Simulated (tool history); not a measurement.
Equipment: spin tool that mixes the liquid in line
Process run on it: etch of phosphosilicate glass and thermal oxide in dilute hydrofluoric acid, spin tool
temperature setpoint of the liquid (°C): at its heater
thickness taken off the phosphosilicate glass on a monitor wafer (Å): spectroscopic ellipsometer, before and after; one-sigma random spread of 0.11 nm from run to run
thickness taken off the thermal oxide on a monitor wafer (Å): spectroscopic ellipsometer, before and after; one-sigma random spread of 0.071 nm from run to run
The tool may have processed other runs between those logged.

run  hour  temperature setpoint of the liquid (°C)  parts of water to one part of 49 % hydrofluoric acid (parts by volume)  time under the liquid (s)  thickness taken off the phosphosilicate glass on a monitor wafer (Å)  thickness taken off the thermal oxide on a monitor wafer (Å)
  1   0.0                                     20.0                                                                     190                         30                                                                84.854                                                        5.8777
  2   0.7                                     18.5                                                                     190                         30                                                                79.790                                                        5.2696
  3   4.6                                     18.5                                                                     140                         30                                                               114.610                                                        7.6030
  4   6.9                                     20.5                                                                     125                         30                                                               140.280                                                       10.4660
  5  12.6                                     20.5                                                                     125                         20                                                                93.556                                                        6.6657
  6  13.6                                     21.5                                                                     105                         20                                                               118.830                                                        8.2434
  7  15.9                                     23.0                                                                      95                         20                                                               141.560                                                        9.5721
  8  17.9                                     24.0                                                                      90                         20                                                               155.200                                                       10.5210

What does the tool deliver on the next run?
  9  24.5                                     25.0                                                                      85                         20                                                                     ?                                                             ?

Run 9 measured thickness taken off the phosphosilicate glass on a monitor wafer (Å) 172.760, thickness taken off the thermal oxide on a monitor wafer (Å) 11.4790.

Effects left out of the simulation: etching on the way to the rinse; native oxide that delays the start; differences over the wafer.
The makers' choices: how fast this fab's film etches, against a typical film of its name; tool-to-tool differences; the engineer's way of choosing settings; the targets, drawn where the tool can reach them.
